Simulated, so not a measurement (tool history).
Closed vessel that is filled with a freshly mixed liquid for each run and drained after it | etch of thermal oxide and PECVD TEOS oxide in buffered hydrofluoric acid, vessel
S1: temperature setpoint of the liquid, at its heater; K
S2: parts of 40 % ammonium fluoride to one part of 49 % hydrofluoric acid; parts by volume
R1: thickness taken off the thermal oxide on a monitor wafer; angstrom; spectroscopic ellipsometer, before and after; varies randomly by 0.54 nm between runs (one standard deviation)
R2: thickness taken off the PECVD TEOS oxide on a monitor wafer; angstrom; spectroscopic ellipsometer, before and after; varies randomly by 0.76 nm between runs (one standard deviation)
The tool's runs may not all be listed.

run 1 hour=0 | S1=297.15 S2=7.5 time_in_the_liquid_(s)=60 | R1=993.21 R2=1318.2
run 2 hour=1.1 | S1=296.65 S2=7.5 time_in_the_liquid_(s)=60 | R1=969.45 R2=1291.8
run 3 hour=2.2 | S1=296.15 S2=7.5 time_in_the_liquid_(s)=60 | R1=935.03 R2=1242.9
run 4 hour=6.1 | S1=296.15 S2=9 time_in_the_liquid_(s)=60 | R1=772.72 R2=1011.8
run 5 hour=13.8 | S1=295.65 S2=9 time_in_the_liquid_(s)=60 | R1=753.79 R2=986.91
run 6 hour=22 | S1=295.65 S2=9 time_in_the_liquid_(s)=70 | R1=885.8 R2=1152.1
run 7 hour=29.2 | S1=295.15 S2=9 time_in_the_liquid_(s)=70 | R1=862.35 R2=1132.8
run 8 hour=32.4 | S1=294.65 S2=9 time_in_the_liquid_(s)=70 | R1=828.64 R2=1079.3
run 9 hour=38.9 | S1=293.65 S2=9 time_in_the_liquid_(s)=70 | R1=782.3 R2=1039.8

Forecast run 10:
run 10 hour=43.7 | S1=293.15 S2=9 time_in_the_liquid_(s)=70 | R1=? R2=?

Run 10 yielded R1 775.39 angstrom, R2 996.46 angstrom.
